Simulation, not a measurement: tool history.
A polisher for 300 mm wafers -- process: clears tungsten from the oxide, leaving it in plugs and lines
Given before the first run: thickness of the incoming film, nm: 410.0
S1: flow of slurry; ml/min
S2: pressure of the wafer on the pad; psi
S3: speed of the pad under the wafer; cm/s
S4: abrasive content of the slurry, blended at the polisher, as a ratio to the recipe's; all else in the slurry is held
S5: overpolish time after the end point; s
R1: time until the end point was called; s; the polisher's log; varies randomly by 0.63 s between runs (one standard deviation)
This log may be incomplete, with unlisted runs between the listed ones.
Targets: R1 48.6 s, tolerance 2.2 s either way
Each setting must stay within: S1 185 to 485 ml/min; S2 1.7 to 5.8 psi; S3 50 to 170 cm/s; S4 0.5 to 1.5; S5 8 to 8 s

| run | day | S1 | S2 | S3 | S4 | S5 | R1 |
|---|---|---|---|---|---|---|---|
| 1 | 0 | 310 | 3.7 | 110 | 1 | 8 | 67.483 |
| 2 | 0.304 | 310 | 3.7 | 110 | 1.1 | 8 | 65.74 |
| 3 | 0.479 | 310 | 3.7 | 126 | 1.1 | 8 | 59.002 |
| 4 | 0.717 | 310 | 3.8 | 126 | 1.1 | 8 | 57.404 |
|  | 0.833 | worn pad replaced by a new one |
| 5 | 0.833 | 310 | 3.8 | 126 | 1.15 | 8 | 53.44 |
| 6 | 1.054 | 310 | 3.9 | 126 | 1.15 | 8 | 52.656 |
| 7 | 1.196 | 310 | 3.9 | 126 | 1.15 | 8 | 52.022 |
| 8 | 1.217 | 310 | 4 | 126 | 1.15 | 8 | 50.532 |

Consider the 5 candidate settings below. Which is the only one whose results all fall within their allowed miss of target?
| A | 1.238 | 300 | 4.8 | 106 | 1 | 8 | ? |
| B | 1.238 | 285 | 3.5 | 138 | 1.2 | 8 | ? |
| C | 1.238 | 300 | 3.4 | 168 | 1 | 8 | ? |
| D | 1.238 | 310 | 4 | 126 | 1.1 | 8 | ? |
| E | 1.238 | 395 | 4.2 | 110 | 1.2 | 8 | ? |

| move | R1 |
|---|---|
| A | 52.432 |
| B | 53.176 |
| C | 49.002 |
| D | 52.226 |
| E | 53.317 |
A: misses by more than the last run did
B: misses by more than the last run did
C: all results land within tolerance of their targets
D: misses by more than the last run did
E: misses by more than the last run did
C meets every target.

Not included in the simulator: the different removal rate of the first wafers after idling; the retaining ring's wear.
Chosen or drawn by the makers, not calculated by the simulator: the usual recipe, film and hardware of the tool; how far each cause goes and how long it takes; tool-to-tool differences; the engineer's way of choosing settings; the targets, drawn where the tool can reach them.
